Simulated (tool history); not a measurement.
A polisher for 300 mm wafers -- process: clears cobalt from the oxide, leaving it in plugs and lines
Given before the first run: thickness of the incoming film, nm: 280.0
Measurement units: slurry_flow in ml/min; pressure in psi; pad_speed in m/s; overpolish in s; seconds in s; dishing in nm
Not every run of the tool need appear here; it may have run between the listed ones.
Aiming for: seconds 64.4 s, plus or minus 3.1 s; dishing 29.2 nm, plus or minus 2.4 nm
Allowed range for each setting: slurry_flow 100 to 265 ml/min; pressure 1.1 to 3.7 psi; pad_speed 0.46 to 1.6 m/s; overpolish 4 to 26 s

run,hour,slurry_flow,pressure,pad_speed,overpolish,seconds,dishing
1,0,170,2.4,1.02,13,45.223,38.347
2,7.8,170,2.3,1.02,13,47.429,38.746
3,11.1,170,2.8,1.02,13,39.025,40.846
4,17.5,170,3,1.02,13,36.574,42.111
5,26.2,140,3,1.02,13,36.295,43.619
6,27.9,140,2.8,1.02,12,39.849,40.249
7,32.1,140,2.7,1.02,12,42.27,39.474
8,33.3,140,2.6,1.02,12,42.753,39.289
9,36.6,140,2.5,1.02,12,44.721,39.727
10,39.2,140,2.4,1.02,11,45.863,34.76
11,41.7,140,2.3,1.02,11,49.088,34.377
12,48.9,140,2.2,1.02,11,51.481,32.934
13,52.3,135,1.6,1,11,68.413,27.856

5 next moves are on the table. One of them brings every result within its allowed miss. Which?
A,55.7,100,2,0.92,11,?,?
B,55.7,140,1.7,0.92,12,?,?
C,55.7,100,1.6,1.16,17,?,?
D,55.7,135,1.7,0.94,10,?,?
E,55.7,115,1.7,0.94,11,?,?

move,seconds,dishing
A,65.111,29.762
B,70.736,29.872
C,64.419,38.728
D,69.758,26.616
E,72.114,27.797
A: hits every target within its allowed miss
B: lands further from the targets than the last run did
C: corrects the largest miss of the last run, while another result sits out of spec
D: lands further from the targets than the last run did
E: lands further from the targets than the last run did
A meets every target.
